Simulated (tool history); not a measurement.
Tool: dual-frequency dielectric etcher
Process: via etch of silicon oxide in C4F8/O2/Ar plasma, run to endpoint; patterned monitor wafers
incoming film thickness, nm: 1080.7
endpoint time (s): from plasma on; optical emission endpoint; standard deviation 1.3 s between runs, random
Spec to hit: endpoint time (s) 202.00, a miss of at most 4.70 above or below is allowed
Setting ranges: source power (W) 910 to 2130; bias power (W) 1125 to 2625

run 1 hour=0.0 | source_power_(W)=1520 bias_power_(W)=1875 | endpoint_time_(s)=249.31
run 2 hour=1.8 | source_power_(W)=1350 bias_power_(W)=1875 | endpoint_time_(s)=259.79
run 3 hour=10.6 | source_power_(W)=1530 bias_power_(W)=1999 | endpoint_time_(s)=241.84
run 4 hour=14.3 | source_power_(W)=1260 bias_power_(W)=1999 | endpoint_time_(s)=266.67
run 5 hour=16.0 | source_power_(W)=1440 bias_power_(W)=2056 | endpoint_time_(s)=252.39
run 6 hour=20.3 | source_power_(W)=1630 bias_power_(W)=2056 | endpoint_time_(s)=236.84
run 7 hour=28.9 | source_power_(W)=1750 bias_power_(W)=2107 | endpoint_time_(s)=227.97
run 8 hour=37.0 | source_power_(W)=1840 bias_power_(W)=2151 | endpoint_time_(s)=219.67
run 9 hour=40.4 | source_power_(W)=1900 bias_power_(W)=2173 | endpoint_time_(s)=215.71
run 10 hour=41.5 | source_power_(W)=1950 bias_power_(W)=2191 | endpoint_time_(s)=214.88
run 11 hour=45.3 | source_power_(W)=2000 bias_power_(W)=2225 | endpoint_time_(s)=209.91
run 12 hour=52.9 | source_power_(W)=2030 bias_power_(W)=2240 | endpoint_time_(s)=210.42

Pick the move, out of 5, that brings all results within their allowed miss; only one does.
run A hour=60.5 | source_power_(W)=2010 bias_power_(W)=2199 | endpoint_time_(s)=?
run B hour=60.5 | source_power_(W)=1930 bias_power_(W)=2319 | endpoint_time_(s)=?
run C hour=60.5 | source_power_(W)=2130 bias_power_(W)=2321 | endpoint_time_(s)=?
run D hour=60.5 | source_power_(W)=2090 bias_power_(W)=1959 | endpoint_time_(s)=?
run E hour=60.5 | source_power_(W)=1860 bias_power_(W)=2240 | endpoint_time_(s)=?

move=A endpoint_time_(s)=209.44
move=B endpoint_time_(s)=210.62
move=C endpoint_time_(s)=201.52
move=D endpoint_time_(s)=211.33
move=E endpoint_time_(s)=215.92
A: nearer the targets than the last run, but a result is still out of spec
B: as far off as the last run
C: every result within its allowed miss
D: lands further from the targets than the last run did
E: lands further from the targets than the last run did
C is the move that brings every result within its allowed miss.
